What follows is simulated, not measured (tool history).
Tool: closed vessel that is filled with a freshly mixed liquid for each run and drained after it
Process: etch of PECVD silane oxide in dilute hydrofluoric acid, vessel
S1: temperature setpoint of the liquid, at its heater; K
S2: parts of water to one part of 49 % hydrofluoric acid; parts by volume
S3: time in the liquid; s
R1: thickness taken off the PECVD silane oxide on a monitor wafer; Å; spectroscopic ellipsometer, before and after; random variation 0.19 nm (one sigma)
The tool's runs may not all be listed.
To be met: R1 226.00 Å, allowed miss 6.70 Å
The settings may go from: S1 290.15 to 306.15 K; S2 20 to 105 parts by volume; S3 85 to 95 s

run,hour,S1,S2,S3,R1
1,0.0,298.15,55,85,288.57
2,3.3,301.15,55,85,320.70
3,8.0,304.65,55,85,367.59
4,16.8,301.65,55,85,331.25
5,23.4,299.15,55,85,300.66
6,24.8,301.65,55,85,325.00
7,30.1,299.15,55,85,295.70
8,32.7,295.15,55,85,251.62

4 next moves are on the table. One of them brings every result within its allowed miss. Which?
A,35.3,291.65,55,95,?
B,35.3,294.65,60,85,?
C,35.3,294.65,60,90,?
D,35.3,299.15,70,90,?

move,R1
A,244.80
B,226.56
C,239.89
D,243.84
A: nearer than the last run, and not there yet
B: meets every target
C: nearer than the last run, and not there yet
D: nearer than the last run, and not there yet
Move B is the one to make.
